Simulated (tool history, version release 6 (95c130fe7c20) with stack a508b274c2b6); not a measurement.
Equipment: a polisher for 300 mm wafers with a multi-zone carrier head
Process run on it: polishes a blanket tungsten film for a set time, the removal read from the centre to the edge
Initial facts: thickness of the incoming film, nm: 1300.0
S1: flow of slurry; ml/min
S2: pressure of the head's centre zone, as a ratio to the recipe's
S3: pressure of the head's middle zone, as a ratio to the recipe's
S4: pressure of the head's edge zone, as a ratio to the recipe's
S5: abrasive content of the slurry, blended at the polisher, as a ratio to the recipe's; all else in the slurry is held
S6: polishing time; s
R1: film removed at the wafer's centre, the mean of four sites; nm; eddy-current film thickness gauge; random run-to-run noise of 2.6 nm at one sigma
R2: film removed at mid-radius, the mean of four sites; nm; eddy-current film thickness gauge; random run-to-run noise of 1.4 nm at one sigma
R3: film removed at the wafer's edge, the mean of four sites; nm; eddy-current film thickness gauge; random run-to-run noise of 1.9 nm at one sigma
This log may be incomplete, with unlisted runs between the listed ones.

run  hour   S1    S2    S3    S4    S5  S6      R1      R2      R3
  1   0.0  210  1.00  1.00  1.00  1.00  73  375.33  384.17  385.47
  2   6.8  230  1.00  1.00  1.00  1.00  73  383.84  391.82  382.15
  3   8.8  230  1.00  1.00  0.93  1.00  73  387.99  393.67  370.67
  4  14.6  230  1.07  1.00  0.93  1.00  73  405.79  396.85  365.14
  5  23.5  230  1.07  1.00  0.93  1.15  73  416.10  400.03  377.55
  6  30.2  200  1.07  1.00  0.93  1.15  73  406.11  391.55  377.99
  7  34.1  175  0.97  0.90  0.87  0.90  52  251.89  241.04  245.94
  8  39.5  160  0.92  0.90  0.88  0.90  52  232.61  236.81  242.02
  9  44.4  150  0.89  0.90  0.90  0.90  52  216.56  235.29  238.34

What does the tool deliver on the next run?
 10  52.3  145  0.88  0.89  0.92  0.90  52   ?   ?   ?

{"run 10": {"R1": 216.8, "R2": 229.91, "R3": 241.5}}

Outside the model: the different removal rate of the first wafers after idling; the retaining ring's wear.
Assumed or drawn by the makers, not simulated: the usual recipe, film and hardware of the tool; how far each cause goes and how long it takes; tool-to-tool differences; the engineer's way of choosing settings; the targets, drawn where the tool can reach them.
